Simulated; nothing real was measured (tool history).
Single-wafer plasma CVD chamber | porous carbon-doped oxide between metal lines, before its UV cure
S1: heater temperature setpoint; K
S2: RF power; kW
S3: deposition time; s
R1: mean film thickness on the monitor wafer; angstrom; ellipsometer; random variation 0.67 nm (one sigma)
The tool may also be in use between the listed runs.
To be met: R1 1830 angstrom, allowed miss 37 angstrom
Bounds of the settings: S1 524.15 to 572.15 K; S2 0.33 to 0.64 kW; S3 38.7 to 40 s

run	hour	S1	S2	S3	R1
1	0	548.15	0.485	38.7	2254.1
2	3.2	551.15	0.475	38.7	2177.7
3	9.6	542.15	0.475	38.7	2301.2
4	13.9	542.15	0.475	38.7	2291.8
# hour 16.7: thermocouple changed; heater temperature recalibrated
5	16.7	532.15	0.475	38.7	2495.7
6	22	524.15	0.475	38.7	2620.6
7	28.6	536.15	0.395	38.7	2167.3
8	37.4	539.15	0.39	38.7	2119.6
9	40.2	542.15	0.385	38.7	2063.6
10	45.6	544.15	0.385	38.7	2036

5 next moves are on the table. One of them brings every result within its allowed miss. Which?
A	51	546.15	0.415	39.3	?
B	51	564.15	0.42	39.3	?
C	51	545.15	0.36	38.7	?
D	51	558.15	0.34	38.7	?
E	51	563.15	0.385	38.7	?

move	R1
A	2145.2
B	1955.7
C	1943.1
D	1741.3
E	1833.2
A: further off than the last run
B: nearer than the last run, and not there yet
C: nearer than the last run, and not there yet
D: takes the result that was furthest off past its target
E: meets every target
Move E is the one to make.

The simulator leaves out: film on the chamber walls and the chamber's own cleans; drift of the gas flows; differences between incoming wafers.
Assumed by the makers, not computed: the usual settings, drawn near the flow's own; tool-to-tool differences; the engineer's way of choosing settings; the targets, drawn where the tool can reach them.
